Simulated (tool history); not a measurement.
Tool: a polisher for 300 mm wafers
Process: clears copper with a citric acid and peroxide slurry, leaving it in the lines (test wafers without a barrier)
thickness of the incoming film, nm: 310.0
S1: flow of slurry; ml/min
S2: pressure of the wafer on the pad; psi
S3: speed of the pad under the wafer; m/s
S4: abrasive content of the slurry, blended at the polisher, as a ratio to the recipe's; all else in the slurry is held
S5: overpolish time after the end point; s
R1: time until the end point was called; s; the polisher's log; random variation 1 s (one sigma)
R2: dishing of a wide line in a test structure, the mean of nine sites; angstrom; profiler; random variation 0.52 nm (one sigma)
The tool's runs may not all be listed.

run,hour,S1,S2,S3,S4,S5,R1,R2
1,0.0,265,3.0,1.06,1.0,20,127.57,270.52
2,2.7,265,2.7,1.06,1.0,20,139.45,248.73
3,6.5,265,2.7,1.06,1.0,24,139.95,292.77
4,7.8,265,2.7,1.06,1.0,30,140.95,344.37
5,12.9,265,2.7,1.06,1.0,36,139.82,408.42
6,21.8,270,2.8,1.06,1.0,34,135.45,406.88

Forecast run 7:
7,25.1,270,2.8,1.06,1.0,34,?,?

{"run 7": {"R1": 134.17, "R2": 391.28}}
